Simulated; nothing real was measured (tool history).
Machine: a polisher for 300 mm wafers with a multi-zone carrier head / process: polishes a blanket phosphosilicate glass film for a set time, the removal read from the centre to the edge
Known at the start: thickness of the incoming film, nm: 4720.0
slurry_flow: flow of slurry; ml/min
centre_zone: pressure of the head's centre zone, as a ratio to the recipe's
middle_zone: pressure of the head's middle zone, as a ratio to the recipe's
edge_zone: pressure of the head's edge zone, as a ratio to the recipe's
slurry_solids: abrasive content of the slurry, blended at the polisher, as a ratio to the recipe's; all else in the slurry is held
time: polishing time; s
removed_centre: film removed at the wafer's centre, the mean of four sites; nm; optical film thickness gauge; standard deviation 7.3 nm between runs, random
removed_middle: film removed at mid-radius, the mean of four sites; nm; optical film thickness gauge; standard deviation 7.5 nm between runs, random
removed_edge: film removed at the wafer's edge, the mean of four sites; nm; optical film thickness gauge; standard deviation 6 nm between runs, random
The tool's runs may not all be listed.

| run | hour | slurry_flow | centre_zone | middle_zone | edge_zone | slurry_solids | time | removed_centre | removed_middle | removed_edge |
|---|---|---|---|---|---|---|---|---|---|---|
| 1 | 0.0 | 295 | 1.00 | 1.00 | 1.00 | 1.00 | 48 | 447.16 | 488.45 | 474.60 |
| 2 | 0.6 | 310 | 1.05 | 0.99 | 0.99 | 1.10 | 48 | 495.19 | 512.47 | 504.15 |
| 3 | 6.8 | 310 | 1.05 | 0.99 | 0.91 | 1.10 | 48 | 506.59 | 519.75 | 481.98 |
| 4 | 11.6 | 320 | 1.09 | 0.97 | 0.91 | 1.20 | 48 | 547.83 | 512.41 | 513.32 |
| 5 | 20.1 | 350 | 1.09 | 0.97 | 0.91 | 1.20 | 48 | 552.97 | 532.48 | 503.45 |
| 6 | 25.8 | 410 | 1.09 | 0.97 | 0.91 | 1.20 | 48 | 562.74 | 544.82 | 514.88 |

For run 7, what comes out?
| 7 | 31.0 | 410 | 1.19 | 0.92 | 0.95 | 1.45 | 49 | ? | ? | ? |

removed_centre: 682.14 nm
removed_middle: 574.12 nm
removed_edge: 576.08 nm

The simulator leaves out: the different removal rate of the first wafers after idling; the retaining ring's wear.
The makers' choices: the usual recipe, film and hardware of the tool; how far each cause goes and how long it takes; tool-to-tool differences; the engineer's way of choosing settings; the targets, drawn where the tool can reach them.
